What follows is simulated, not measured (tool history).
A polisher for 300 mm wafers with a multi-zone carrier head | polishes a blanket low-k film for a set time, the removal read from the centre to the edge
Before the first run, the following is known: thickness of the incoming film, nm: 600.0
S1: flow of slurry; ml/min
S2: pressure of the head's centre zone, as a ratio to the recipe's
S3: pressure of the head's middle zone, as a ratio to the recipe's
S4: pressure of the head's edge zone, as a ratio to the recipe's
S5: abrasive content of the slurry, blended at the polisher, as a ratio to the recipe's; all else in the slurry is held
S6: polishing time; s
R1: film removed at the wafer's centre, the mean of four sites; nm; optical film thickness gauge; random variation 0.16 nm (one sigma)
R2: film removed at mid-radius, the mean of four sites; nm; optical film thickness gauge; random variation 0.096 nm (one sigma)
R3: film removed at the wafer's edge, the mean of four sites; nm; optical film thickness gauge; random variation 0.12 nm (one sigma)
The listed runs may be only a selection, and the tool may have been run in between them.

run,day,S1,S2,S3,S4,S5,S6,R1,R2,R3
1,0.000,195,1.00,1.00,1.00,1.00,44,17.460,17.963,18.088
2,0.212,180,0.98,0.95,1.00,0.90,44,16.701,16.449,17.230
3,0.542,180,0.98,0.95,1.00,1.10,44,17.597,17.721,18.416
4,0.583,170,0.94,0.91,1.02,0.95,44,16.313,16.086,17.571
5,0.825,160,0.91,0.88,1.03,0.85,44,14.680,15.110,16.967
6,0.875,155,0.91,0.86,1.04,0.75,44,14.284,14.055,16.113
7,1.192,150,0.90,0.85,1.05,0.70,44,13.788,13.446,15.874

Run 8 comes next. What will it give?
8,1.433,145,0.89,0.84,1.05,0.65,44,?,?,?

R1: 13.285 nm
R2: 12.922 nm
R3: 15.624 nm
